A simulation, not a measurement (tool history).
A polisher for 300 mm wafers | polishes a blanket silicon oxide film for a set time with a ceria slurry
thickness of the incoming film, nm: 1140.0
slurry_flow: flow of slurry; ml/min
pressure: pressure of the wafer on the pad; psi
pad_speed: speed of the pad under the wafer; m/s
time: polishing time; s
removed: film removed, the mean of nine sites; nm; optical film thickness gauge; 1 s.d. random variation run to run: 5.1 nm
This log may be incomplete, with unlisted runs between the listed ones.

run 1 hour=0 | slurry_flow=275 pressure=3.5 pad_speed=1.28 time=84 | removed=594.7
run 2 hour=5 | slurry_flow=275 pressure=3.7 pad_speed=1.28 time=84 | removed=636.93
run 3 hour=12 | slurry_flow=275 pressure=4.1 pad_speed=1.28 time=84 | removed=688.46
run 4 hour=17.9 | slurry_flow=275 pressure=4.1 pad_speed=1.28 time=88 | removed=724.41
run 5 hour=22.1 | slurry_flow=210 pressure=4.1 pad_speed=1.28 time=88 | removed=717.88
run 6 hour=25.4 | slurry_flow=210 pressure=4.1 pad_speed=1.28 time=88 | removed=718.11

For run 7, what comes out?
run 7 hour=32.4 | slurry_flow=210 pressure=4.2 pad_speed=1.28 time=88 | removed=?

{"run 7": {"removed": 725.13}}
